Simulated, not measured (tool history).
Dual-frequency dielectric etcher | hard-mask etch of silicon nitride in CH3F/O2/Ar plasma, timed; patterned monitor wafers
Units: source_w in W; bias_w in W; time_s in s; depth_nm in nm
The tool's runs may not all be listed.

run	hour	source_w	bias_w	time_s	depth_nm
1	0.0	470	74	233.0	188.83
2	6.3	430	74	233.0	182.45
3	13.8	470	77	234.0	193.33
4	14.7	500	79	234.5	201.07
5	21.0	530	80	235.0	207.01
6	29.3	450	80	235.0	193.85

Run 7 comes next. What will it give?
7	36.7	480	82	235.5	?

depth_nm: 201.61 nm
